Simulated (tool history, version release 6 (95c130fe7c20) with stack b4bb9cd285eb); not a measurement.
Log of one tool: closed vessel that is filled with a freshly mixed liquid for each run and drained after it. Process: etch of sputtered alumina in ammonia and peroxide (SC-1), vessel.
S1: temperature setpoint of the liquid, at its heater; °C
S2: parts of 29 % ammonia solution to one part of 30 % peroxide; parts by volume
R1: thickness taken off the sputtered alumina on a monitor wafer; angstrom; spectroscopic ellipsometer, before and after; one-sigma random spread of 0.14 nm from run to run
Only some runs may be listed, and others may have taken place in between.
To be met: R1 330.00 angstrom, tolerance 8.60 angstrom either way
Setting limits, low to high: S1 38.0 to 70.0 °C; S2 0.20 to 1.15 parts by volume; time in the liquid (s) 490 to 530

{"run": 1, "hour": 0.0, "S1": 54.0, "S2": 0.65, "time in the liquid (s)": 490, "R1": 282.82}
{"run": 2, "hour": 7.7, "S1": 54.5, "S2": 0.65, "time in the liquid (s)": 490, "R1": 289.57}
{"run": 3, "hour": 12.2, "S1": 54.5, "S2": 0.65, "time in the liquid (s)": 530, "R1": 312.84}
{"run": 4, "hour": 18.9, "S1": 54.5, "S2": 0.5, "time in the liquid (s)": 530, "R1": 304.24}
{"run": 5, "hour": 23.2, "S1": 54.5, "S2": 0.35, "time in the liquid (s)": 530, "R1": 294.91}
{"run": 6, "hour": 25.8, "S1": 55.0, "S2": 0.35, "time in the liquid (s)": 530, "R1": 303.13}
{"run": 7, "hour": 28.7, "S1": 55.5, "S2": 0.35, "time in the liquid (s)": 530, "R1": 311.07}
{"run": 8, "hour": 30.3, "S1": 56.0, "S2": 0.35, "time in the liquid (s)": 530, "R1": 318.9}

Of the 5 settings listed for the next run, only one would bring every result within its allowed miss of target. Which one?
{"run": "A", "hour": 31.9, "S1": 57.5, "S2": 0.4, "time in the liquid (s)": 525, "R1": "?"}
{"run": "B", "hour": 31.9, "S1": 58.0, "S2": 0.4, "time in the liquid (s)": 490, "R1": "?"}
{"run": "C", "hour": 31.9, "S1": 56.5, "S2": 0.35, "time in the liquid (s)": 495, "R1": "?"}
{"run": "D", "hour": 31.9, "S1": 54.0, "S2": 0.75, "time in the liquid (s)": 510, "R1": "?"}
{"run": "E", "hour": 31.9, "S1": 55.5, "S2": 0.35, "time in the liquid (s)": 515, "R1": "?"}

move=A R1=346.57
move=B R1=332.01
move=C R1=306.18
move=D R1=296.98
move=E R1=302.17
A: carries the result that was furthest off beyond its target, to the other side
B: every result lands within tolerance
C: further off than the last run
D: further off than the last run
E: further off than the last run
Go with B: it meets all targets.
